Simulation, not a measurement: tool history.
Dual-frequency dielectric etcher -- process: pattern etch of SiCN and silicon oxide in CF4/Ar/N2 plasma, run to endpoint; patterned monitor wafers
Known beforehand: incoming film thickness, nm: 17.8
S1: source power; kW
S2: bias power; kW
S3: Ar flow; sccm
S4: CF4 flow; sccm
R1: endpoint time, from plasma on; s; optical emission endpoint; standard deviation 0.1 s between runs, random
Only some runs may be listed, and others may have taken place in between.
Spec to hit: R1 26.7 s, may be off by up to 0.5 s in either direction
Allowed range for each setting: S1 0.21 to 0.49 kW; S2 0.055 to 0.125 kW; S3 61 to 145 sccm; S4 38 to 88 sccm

run,hour,S1,S2,S3,S4,R1
1,0,0.35,0.09,103,63,24.764
2,4.6,0.35,0.09,88,63,24.13
3,11.3,0.35,0.09,88,74,23.487
4,15.6,0.35,0.104,88,74,22.576
5,21,0.35,0.104,75,74,22.091
6,28.8,0.41,0.104,75,74,18.765
7,30.9,0.37,0.103,75,74,20.828
8,37.6,0.34,0.102,75,74,23.041
9,40.7,0.28,0.101,75,74,28.54
10,44.3,0.29,0.101,75,74,27.503

Which single option among these 4 for the next run brings every result within its allowed miss of target? Just one does.
A,47.9,0.29,0.109,61,68,?
B,47.9,0.28,0.104,78,77,?
C,47.9,0.27,0.103,77,81,?
D,47.9,0.32,0.094,84,70,?

move,R1
A,26.702
B,28.458
C,29.543
D,25.776
A: all results in spec
B: the biggest miss grows against the last run
C: the biggest miss grows against the last run
D: pushes the last run's worst result past its target
A meets every target.
